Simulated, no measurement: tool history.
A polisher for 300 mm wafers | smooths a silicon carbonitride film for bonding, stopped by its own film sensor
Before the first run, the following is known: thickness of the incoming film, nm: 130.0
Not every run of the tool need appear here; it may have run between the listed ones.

run,hour,flow of slurry (ml/min),pressure of the wafer on the pad (psi),speed of the pad under the wafer (cm/s),abrasive content of the slurry,target thickness at which the film sensor stops the polish (angstrom),time until the film sensor stopped the polish (s)
1,0,130,2.4,74,1,1140,57.817
2,1.6,130,2.4,74,0.85,1140,60.485
3,4.7,135,2.5,74,0.85,1140,59.207
4,12.1,135,2.5,74,0.65,1140,69.084
5,13,135,2.7,74,0.65,1140,63.093
6,17.8,135,2.7,74,0.85,1140,53.952
7,22.1,140,2.8,74,0.85,1140,51.905
8,27.9,145,2.9,74,0.85,1140,50.42

What does the tool deliver on the next run?
9,30.7,145,3,74,0.85,1140,?

Run 9 produced time until the film sensor stopped the polish (s) 48.615.

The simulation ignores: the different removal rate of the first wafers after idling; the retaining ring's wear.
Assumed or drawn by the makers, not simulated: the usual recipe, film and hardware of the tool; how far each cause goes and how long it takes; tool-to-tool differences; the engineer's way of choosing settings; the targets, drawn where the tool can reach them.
